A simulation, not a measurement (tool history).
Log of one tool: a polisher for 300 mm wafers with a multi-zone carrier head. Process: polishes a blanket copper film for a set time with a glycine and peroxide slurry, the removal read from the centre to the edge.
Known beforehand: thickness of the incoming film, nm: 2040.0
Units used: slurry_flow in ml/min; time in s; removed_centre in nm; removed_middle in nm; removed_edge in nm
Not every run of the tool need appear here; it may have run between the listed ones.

{"run": 1, "hour": 0.0, "slurry_flow": 175, "centre_zone": 1, "middle_zone": 1, "edge_zone": 1, "time": 68, "removed_centre": 364.62, "removed_middle": 350.72, "removed_edge": 351.71}
{"run": 2, "hour": 8.8, "slurry_flow": 190, "centre_zone": 0.99, "middle_zone": 1.02, "edge_zone": 1.03, "time": 69, "removed_centre": 366.76, "removed_middle": 370.78, "removed_edge": 367.81}
{"run": 3, "hour": 11.0, "slurry_flow": 190, "centre_zone": 0.99, "middle_zone": 1.02, "edge_zone": 1.03, "time": 83, "removed_centre": 450.02, "removed_middle": 443.07, "removed_edge": 443.27}
{"run": 4, "hour": 18.0, "slurry_flow": 180, "centre_zone": 0.97, "middle_zone": 1.03, "edge_zone": 1.02, "time": 83, "removed_centre": 434.51, "removed_middle": 440.82, "removed_edge": 438.48}
{"run": 5, "hour": 24.9, "slurry_flow": 170, "centre_zone": 0.96, "middle_zone": 1.04, "edge_zone": 1.01, "time": 83, "removed_centre": 420.13, "removed_middle": 443.62, "removed_edge": 433.96}
{"run": 6, "hour": 29.0, "slurry_flow": 170, "centre_zone": 1.03, "middle_zone": 1.04, "edge_zone": 1.01, "time": 83, "removed_centre": 454.93, "removed_middle": 436.5, "removed_edge": 436.88}
{"run": 7, "hour": 32.2, "slurry_flow": 160, "centre_zone": 1.01, "middle_zone": 1.05, "edge_zone": 1, "time": 83, "removed_centre": 440.92, "removed_middle": 441.51, "removed_edge": 424.07}
{"run": 8, "hour": 33.3, "slurry_flow": 160, "centre_zone": 1.01, "middle_zone": 1.05, "edge_zone": 1, "time": 83, "removed_centre": 441.54, "removed_middle": 438.76, "removed_edge": 428.01}
{"run": 9, "hour": 35.8, "slurry_flow": 150, "centre_zone": 1, "middle_zone": 1.05, "edge_zone": 1, "time": 83, "removed_centre": 427.07, "removed_middle": 436.28, "removed_edge": 427.94}

What will run 10 give?
{"run": 10, "hour": 44.0, "slurry_flow": 140, "centre_zone": 0.99, "middle_zone": 1.05, "edge_zone": 0.99, "time": 83, "removed_centre": "?", "removed_middle": "?", "removed_edge": "?"}

Run 10 gave removed_centre 415.89 nm, removed_middle 428.3 nm, removed_edge 416.13 nm.

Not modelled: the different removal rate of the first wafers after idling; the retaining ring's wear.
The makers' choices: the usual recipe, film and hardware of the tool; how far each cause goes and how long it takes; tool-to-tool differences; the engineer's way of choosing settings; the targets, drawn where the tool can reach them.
